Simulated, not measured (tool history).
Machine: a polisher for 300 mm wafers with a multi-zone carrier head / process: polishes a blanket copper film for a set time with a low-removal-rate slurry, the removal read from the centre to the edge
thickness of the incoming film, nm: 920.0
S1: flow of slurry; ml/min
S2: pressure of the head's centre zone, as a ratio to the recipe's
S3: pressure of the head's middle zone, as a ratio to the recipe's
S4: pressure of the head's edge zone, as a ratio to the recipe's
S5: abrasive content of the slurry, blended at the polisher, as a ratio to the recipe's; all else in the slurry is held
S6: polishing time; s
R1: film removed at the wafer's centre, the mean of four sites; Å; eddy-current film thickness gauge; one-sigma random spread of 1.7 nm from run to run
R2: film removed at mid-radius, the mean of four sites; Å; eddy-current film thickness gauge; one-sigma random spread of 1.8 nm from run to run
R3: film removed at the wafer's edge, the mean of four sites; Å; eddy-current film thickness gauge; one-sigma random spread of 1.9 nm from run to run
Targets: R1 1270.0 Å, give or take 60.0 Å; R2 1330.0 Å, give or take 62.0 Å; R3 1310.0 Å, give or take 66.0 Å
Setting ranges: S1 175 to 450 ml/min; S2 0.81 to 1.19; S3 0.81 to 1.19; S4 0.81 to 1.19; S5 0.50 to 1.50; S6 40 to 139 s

run	day	S1	S2	S3	S4	S5	S6	R1	R2	R3
1	0.000	290	1.00	1.00	1.00	1.00	89	2575.2	2484.4	2524.4
2	0.038	290	0.99	1.00	0.99	0.95	83	2364.5	2314.7	2315.4
3	0.075	290	0.99	1.00	0.99	1.05	83	2436.0	2385.9	2353.6
4	0.112	290	0.98	1.00	0.98	1.00	78	2179.4	2259.8	2190.9
# day 0.158: edge zone pressure recalibrated
5	0.158	290	0.98	1.00	0.93	1.00	78	2253.2	2230.3	2075.2
6	0.325	290	0.98	1.00	0.93	1.10	78	2269.4	2246.4	2145.2
7	0.558	285	0.97	0.98	0.93	1.05	74	2110.7	2120.2	1960.6
8	0.833	285	0.96	0.96	0.95	1.00	70	1971.7	1907.3	1911.4
9	0.858	285	0.94	0.95	0.94	0.95	68	1850.1	1853.4	1802.7
10	1.025	265	0.86	0.85	0.97	0.70	48	1130.5	1123.3	1159.5
11	1.338	265	0.86	0.85	0.97	0.70	48	1107.6	1167.0	1181.8
12	1.542	265	0.86	0.85	0.97	0.70	48	1130.2	1141.2	1207.2
13	1.708	270	0.87	0.86	0.97	0.70	48	1131.3	1121.6	1192.4
14	1.817	265	0.88	0.96	0.95	0.95	54	1362.5	1461.4	1399.5
15	2.000	260	0.88	0.95	0.95	0.95	54	1370.2	1452.3	1418.5
16	2.242	255	0.88	0.94	0.95	0.95	54	1418.5	1438.6	1423.8
17	2.417	255	0.87	0.94	0.95	0.95	54	1344.8	1405.5	1384.7
18	2.617	250	0.87	0.94	0.95	0.95	54	1364.8	1446.0	1437.4
19	2.929	250	0.87	0.93	0.94	0.95	54	1365.8	1432.0	1420.4

5 next moves are on the table. One of them brings every result within its allowed miss. Which?
A	3.242	205	0.83	0.85	0.87	1.00	61	?	?	?
B	3.242	380	0.85	0.89	0.92	0.85	51	?	?	?
C	3.242	210	0.81	1.03	0.93	0.80	58	?	?	?
D	3.242	370	0.85	1.14	0.86	0.95	49	?	?	?
E	3.242	330	0.84	1.13	0.81	0.85	51	?	?	?

move	R1	R2	R3
A	1471.4	1522.2	1528.7
B	1268.1	1321.7	1306.3
C	1312.7	1571.9	1425.8
D	1247.8	1540.6	1242.8
E	1246.2	1544.1	1223.5
A: the biggest miss grows against the last run
B: all results in spec
C: the biggest miss grows against the last run
D: the result that was furthest off in the last run now lies on the other side of its target
E: the result that was furthest off in the last run now lies on the other side of its target
B meets every target.
